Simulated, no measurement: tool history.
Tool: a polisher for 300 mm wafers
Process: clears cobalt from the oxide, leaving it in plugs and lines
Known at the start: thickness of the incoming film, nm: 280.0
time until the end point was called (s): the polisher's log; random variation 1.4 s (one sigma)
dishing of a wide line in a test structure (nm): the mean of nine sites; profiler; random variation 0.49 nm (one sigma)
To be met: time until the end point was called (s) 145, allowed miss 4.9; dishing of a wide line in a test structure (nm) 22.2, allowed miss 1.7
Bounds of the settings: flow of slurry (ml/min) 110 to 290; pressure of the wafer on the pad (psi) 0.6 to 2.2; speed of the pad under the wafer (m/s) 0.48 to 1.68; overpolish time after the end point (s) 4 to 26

run	hour	flow of slurry (ml/min)	pressure of the wafer on the pad (psi)	speed of the pad under the wafer (m/s)	overpolish time after the end point (s)	time until the end point was called (s)	dishing of a wide line in a test structure (nm)
1	0	185	1.4	1.08	13	73.343	34.555
2	3.4	180	1.2	1.06	13	86.59	32.501
3	8.8	180	1.2	0.94	13	96.655	28.565
4	11.5	180	1.1	0.94	13	104.28	26.523
5	18.2	180	1.5	0.94	13	78.703	33.5
6	22.5	175	1.3	0.94	13	90.496	31.01
7	24.4	170	1.2	0.94	13	97.734	27.618
8	29	165	1.1	0.94	13	106.08	26.316
9	30.5	160	1	0.94	13	115.62	24.467
10	36	145	0.7	0.94	15	154.95	21.411
11	39.8	150	0.7	0.94	15	155.36	21.92
12	48.7	155	0.7	0.94	15	153.56	22.251
13	53.4	160	0.7	0.94	15	154.03	21.612
14	59.6	165	0.7	0.94	15	152.03	22.243
15	64.2	180	0.8	0.94	14	135.9	22.903
16	71.8	175	0.8	0.94	14	135.11	24.505
17	79.3	170	0.8	0.94	14	136.71	22.865
18	85.7	145	0.7	0.94	15	155.38	22.316
19	87.5	145	0.7	0.94	15	156.26	21.847
20	88.4	165	0.8	0.94	14	137.15	23.238
21	92.7	160	0.8	0.94	14	138.62	23.842
22	100.6	150	0.7	0.94	13	153.55	19.738

5 next moves are on the table. One of them brings every result within its allowed miss. Which?
A	108.5	170	0.7	1.06	10	?	?
B	108.5	165	0.9	0.82	14	?	?
C	108.5	160	1	0.82	11	?	?
D	108.5	155	1	0.82	10	?	?
E	108.5	125	0.6	1.08	14	?	?

move	time until the end point was called (s)	dishing of a wide line in a test structure (nm)
A	134.67	17.699
B	141.95	22.537
C	130.86	19.691
D	131.65	18.049
E	158.51	20.553
A: takes the result that was furthest off past its target
B: meets every target
C: takes the result that was furthest off past its target
D: takes the result that was furthest off past its target
E: further off than the last run
Answer: B
